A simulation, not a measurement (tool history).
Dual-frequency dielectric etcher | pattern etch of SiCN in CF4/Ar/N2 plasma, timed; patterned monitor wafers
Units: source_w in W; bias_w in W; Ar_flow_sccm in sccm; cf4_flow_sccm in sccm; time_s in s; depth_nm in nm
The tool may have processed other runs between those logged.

run  hour  source_w  bias_w  Ar_flow_sccm  cf4_flow_sccm  time_s  depth_nm
  1   0.0       460      97           113             60     132    128.84
  2   1.5       460      97           129             60     132    126.23
  3   5.1       460      97           129             70     132    129.07
  4  12.7       520      97           129             70     132    142.35
  5  16.1       520      90           129             70     132    138.19
  6  23.8       520      90           129             70     138    144.47

Forecast run 7:
  7  32.4       530      90           129             70     138         ?

depth_nm: 145.90 nm
